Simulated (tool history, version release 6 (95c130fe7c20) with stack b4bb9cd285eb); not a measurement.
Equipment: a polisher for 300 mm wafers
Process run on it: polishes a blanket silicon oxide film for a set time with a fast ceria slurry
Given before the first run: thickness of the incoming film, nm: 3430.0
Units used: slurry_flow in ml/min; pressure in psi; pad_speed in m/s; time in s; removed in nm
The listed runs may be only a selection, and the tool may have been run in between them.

run  hour  slurry_flow  pressure  pad_speed  time  removed
  1     0          145         2       1.28    99   1351.1
  2   7.2          145       2.4       1.28    99   1588.4
  3  11.6          145       2.4        1.5    99   1857.5
  4  19.1          135       2.1       1.38    99   1495.7
  5  22.2          165       2.1       1.38    99   1562.5
  6  30.8          165       1.6       1.38    99   1218.8
  7  33.7          155       1.5       1.28    99   1068.6
  8  34.6          145       1.4       1.22    99   946.48
  9  40.3          135       1.3       1.18    99   861.44
     42.1  -- worn pad replaced by a new one
 10  42.1          130       1.2       1.14    99    843.7
 11  50.9          130       1.1       1.08    99   739.72
 12  56.8          130       1.1       1.04    99   717.52

What does the tool deliver on the next run?
 13  59.9          130       1.1       1.02    99        ?

Run 13 produced removed 705.29 nm.
